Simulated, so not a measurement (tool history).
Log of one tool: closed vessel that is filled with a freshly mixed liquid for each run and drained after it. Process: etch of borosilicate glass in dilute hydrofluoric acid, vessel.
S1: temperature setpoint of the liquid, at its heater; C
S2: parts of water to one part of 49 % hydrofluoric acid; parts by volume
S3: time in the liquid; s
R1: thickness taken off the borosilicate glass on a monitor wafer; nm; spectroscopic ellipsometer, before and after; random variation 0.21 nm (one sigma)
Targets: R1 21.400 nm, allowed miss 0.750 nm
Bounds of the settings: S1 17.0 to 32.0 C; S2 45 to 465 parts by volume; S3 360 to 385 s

{"run": 1, "day": 0.0, "S1": 24.0, "S2": 255, "S3": 360, "R1": 39.438}
{"run": 2, "day": 0.158, "S1": 22.5, "S2": 275, "S3": 360, "R1": 34.469}
{"run": 3, "day": 0.346, "S1": 21.5, "S2": 295, "S3": 360, "R1": 30.482}
{"run": 4, "day": 0.388, "S1": 20.5, "S2": 310, "S3": 360, "R1": 27.139}
{"run": 5, "day": 0.483, "S1": 20.0, "S2": 320, "S3": 360, "R1": 25.459}
{"run": 6, "day": 0.812, "S1": 21.5, "S2": 320, "S3": 360, "R1": 27.211}
{"run": 7, "day": 1.038, "S1": 20.5, "S2": 325, "S3": 360, "R1": 25.54}
{"run": 8, "day": 1.179, "S1": 19.5, "S2": 330, "S3": 360, "R1": 23.897}
{"run": 9, "day": 1.538, "S1": 19.0, "S2": 330, "S3": 360, "R1": 23.877}
{"run": 10, "day": 1.625, "S1": 18.5, "S2": 335, "S3": 360, "R1": 23.057}
{"run": 11, "day": 1.917, "S1": 18.0, "S2": 335, "S3": 360, "R1": 22.448}

Which of these 5 next moves meets every target?
{"run": "A", "day": 2.208, "S1": 17.5, "S2": 325, "S3": 385, "R1": "?"}
{"run": "B", "day": 2.208, "S1": 17.0, "S2": 355, "S3": 385, "R1": "?"}
{"run": "C", "day": 2.208, "S1": 17.0, "S2": 310, "S3": 360, "R1": "?"}
{"run": "D", "day": 2.208, "S1": 17.0, "S2": 300, "S3": 360, "R1": "?"}
{"run": "E", "day": 2.208, "S1": 19.0, "S2": 360, "S3": 385, "R1": "?"}

move=A R1=24.798
move=B R1=21.748
move=C R1=24.158
move=D R1=25.171
move=E R1=22.970
A: further off than the last run
B: meets every target
C: further off than the last run
D: further off than the last run
E: further off than the last run
Answer: B

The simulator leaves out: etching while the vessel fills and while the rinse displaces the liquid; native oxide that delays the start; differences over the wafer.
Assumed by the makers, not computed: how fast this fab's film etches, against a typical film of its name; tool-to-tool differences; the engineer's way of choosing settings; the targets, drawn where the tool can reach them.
